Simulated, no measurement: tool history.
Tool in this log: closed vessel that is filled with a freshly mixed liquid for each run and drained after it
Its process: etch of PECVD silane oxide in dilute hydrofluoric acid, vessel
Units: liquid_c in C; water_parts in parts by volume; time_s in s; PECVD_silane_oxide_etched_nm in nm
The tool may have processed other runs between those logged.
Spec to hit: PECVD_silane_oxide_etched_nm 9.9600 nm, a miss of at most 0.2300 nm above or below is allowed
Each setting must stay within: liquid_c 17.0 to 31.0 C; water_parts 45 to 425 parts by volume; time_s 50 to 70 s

Run 1, hour 0.0: liquid_c 23.0 C, water_parts 235 parts by volume, time_s 70 s. Result: PECVD_silane_oxide_etched_nm 5.4128 nm.
Run 2, hour 4.3: liquid_c 19.5 C, water_parts 235 parts by volume, time_s 70 s. Result: PECVD_silane_oxide_etched_nm 4.7305 nm.
Run 3, hour 12.7: liquid_c 19.5 C, water_parts 305 parts by volume, time_s 70 s. Result: PECVD_silane_oxide_etched_nm 3.4371 nm.
Run 4, hour 20.5: liquid_c 19.5 C, water_parts 305 parts by volume, time_s 70 s. Result: PECVD_silane_oxide_etched_nm 3.4356 nm.
Run 5, hour 21.6: liquid_c 18.0 C, water_parts 305 parts by volume, time_s 70 s. Result: PECVD_silane_oxide_etched_nm 3.2439 nm.
Run 6, hour 27.3: liquid_c 18.0 C, water_parts 305 parts by volume, time_s 70 s. Result: PECVD_silane_oxide_etched_nm 3.2422 nm.
Run 7, hour 28.3: liquid_c 20.5 C, water_parts 275 parts by volume, time_s 70 s. Result: PECVD_silane_oxide_etched_nm 4.0775 nm.
Run 8, hour 37.0: liquid_c 22.5 C, water_parts 250 parts by volume, time_s 70 s. Result: PECVD_silane_oxide_etched_nm 4.9192 nm.
Run 9, hour 46.3: liquid_c 24.0 C, water_parts 230 parts by volume, time_s 70 s. Result: PECVD_silane_oxide_etched_nm 5.7238 nm.
Run 10, hour 52.0: liquid_c 28.0 C, water_parts 150 parts by volume, time_s 70 s. Result: PECVD_silane_oxide_etched_nm 11.1910 nm.

Exactly one of the 4 candidate moves below puts every result within its allowed miss. Which one?
Run A, hour 57.7: liquid_c 25.0 C, water_parts 155 parts by volume, time_s 70 s. Result: PECVD_silane_oxide_etched_nm ?.
Run B, hour 57.7: liquid_c 31.0 C, water_parts 155 parts by volume, time_s 70 s. Result: PECVD_silane_oxide_etched_nm ?.
Run C, hour 57.7: liquid_c 26.5 C, water_parts 145 parts by volume, time_s 60 s. Result: PECVD_silane_oxide_etched_nm ?.
Run D, hour 57.7: liquid_c 28.0 C, water_parts 165 parts by volume, time_s 70 s. Result: PECVD_silane_oxide_etched_nm ?.

move  PECVD_silane_oxide_etched_nm
   A                        9.5817
   B                       11.9320
   C                        9.3993
   D                        9.9381
A: takes the result that was furthest off past its target
B: further off than the last run
C: takes the result that was furthest off past its target
D: meets every target
The right move is D.

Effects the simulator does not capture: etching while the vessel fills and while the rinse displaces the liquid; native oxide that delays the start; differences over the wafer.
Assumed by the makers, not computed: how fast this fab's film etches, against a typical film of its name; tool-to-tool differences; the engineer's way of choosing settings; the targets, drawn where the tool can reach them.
